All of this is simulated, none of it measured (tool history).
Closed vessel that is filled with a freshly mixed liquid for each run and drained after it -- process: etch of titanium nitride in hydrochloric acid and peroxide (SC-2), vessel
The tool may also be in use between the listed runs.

run,hour,temperature setpoint of the liquid (K),parts of water to one part each of 37 % hydrochloric acid and 30 % peroxide (parts by volume),time in the liquid (s),thickness taken off the titanium nitride on a monitor wafer (nm)
1,0,338.15,6,165,10.201
2,6.3,340.15,6,165,11.433
3,12.3,341.65,6,165,12.58
4,17.7,341.65,6,165,12.494
5,21,341.65,6,165,12.698
6,27.3,341.65,6,175,13.405

Expected results for the next run?
7,31,342.15,6,175,?

{"run 7": {"thickness taken off the titanium nitride on a monitor wafer (nm)": 13.595}}
